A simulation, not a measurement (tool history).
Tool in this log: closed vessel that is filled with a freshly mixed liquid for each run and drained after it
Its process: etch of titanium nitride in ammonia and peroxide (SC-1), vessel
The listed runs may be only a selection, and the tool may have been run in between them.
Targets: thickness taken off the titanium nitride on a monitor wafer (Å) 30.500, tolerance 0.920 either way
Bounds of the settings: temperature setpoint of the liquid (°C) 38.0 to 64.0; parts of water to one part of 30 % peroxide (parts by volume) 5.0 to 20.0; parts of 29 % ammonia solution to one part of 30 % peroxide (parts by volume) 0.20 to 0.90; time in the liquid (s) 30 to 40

run  hour  temperature setpoint of the liquid (°C)  parts of water to one part of 30 % peroxide (parts by volume)  parts of 29 % ammonia solution to one part of 30 % peroxide (parts by volume)  time in the liquid (s)  thickness taken off the titanium nitride on a monitor wafer (Å)
  1   0.0                                     48.0                                                           11.0                                                                           0.50                      40                                                           40.682
  2   2.4                                     46.5                                                           11.0                                                                           0.50                      40                                                           35.929
  3  10.0                                     46.0                                                           11.0                                                                           0.50                      40                                                           34.982
  4  16.3                                     51.0                                                           11.0                                                                           0.50                      40                                                           48.999
  5  22.6                                     51.0                                                            7.5                                                                           0.50                      40                                                           60.830
  6  30.1                                     51.0                                                            7.5                                                                           0.50                      30                                                           45.875
  7  34.4                                     44.0                                                            7.5                                                                           0.50                      30                                                           27.487
  8  41.5                                     44.5                                                            7.5                                                                           0.50                      30                                                           28.478

Consider the 4 candidate settings below. Which is the only one whose results all fall within their allowed miss of target?
  A  48.6                                     45.0                                                            6.5                                                                           0.40                      30                                                                ?
  B  48.6                                     44.0                                                            7.0                                                                           0.45                      30                                                                ?
  C  48.6                                     41.5                                                            5.5                                                                           0.50                      30                                                                ?
  D  48.6                                     41.0                                                            7.0                                                                           0.40                      35                                                                ?

move  thickness taken off the titanium nitride on a monitor wafer (Å)
   A                                                           30.572
   B                                                           27.971
   C                                                           26.653
   D                                                           25.693
A: hits every target within its allowed miss
B: lands further from the targets than the last run did
C: lands further from the targets than the last run did
D: lands further from the targets than the last run did
A is the move that brings every result within its allowed miss.
